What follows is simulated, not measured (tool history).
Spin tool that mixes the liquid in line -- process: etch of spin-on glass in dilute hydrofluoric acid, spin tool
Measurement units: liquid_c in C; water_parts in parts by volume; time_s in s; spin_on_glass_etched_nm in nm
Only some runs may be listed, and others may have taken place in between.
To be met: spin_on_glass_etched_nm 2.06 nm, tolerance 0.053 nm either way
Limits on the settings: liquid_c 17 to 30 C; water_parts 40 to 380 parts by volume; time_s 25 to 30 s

run,hour,liquid_c,water_parts,time_s,spin_on_glass_etched_nm
1,0,22,210,30,3.468
2,3.4,21,225,30,3.043
3,6.9,21,170,30,4.2784
4,14.4,20,195,30,3.5633
5,21.9,19.5,215,30,3.0338
6,28.3,19.5,215,30,3.0831
7,35.3,19,230,30,2.7681
# hour 35.9: thermometer replaced
8,35.9,18.5,240,30,2.6842
9,42.1,18,250,30,2.519
10,47.6,18,260,30,2.3748
11,54.6,18,260,30,2.4145
12,57.2,18,265,30,2.3127
13,66,18,270,30,2.286

Of the 5 settings listed for the next run, only one would bring every result within its allowed miss of target. Which one?
A,74.8,17.5,290,30,?
B,74.8,18,250,30,?
C,74.8,17,245,30,?
D,74.8,17,205,25,?
E,74.8,19,260,30,?

move,spin_on_glass_etched_nm
A,2.0538
B,2.5144
C,2.4793
D,2.559
E,2.4891
A: in spec on every target
B: misses by more than the last run did
C: misses by more than the last run did
D: misses by more than the last run did
E: misses by more than the last run did
The move that meets every target is A.
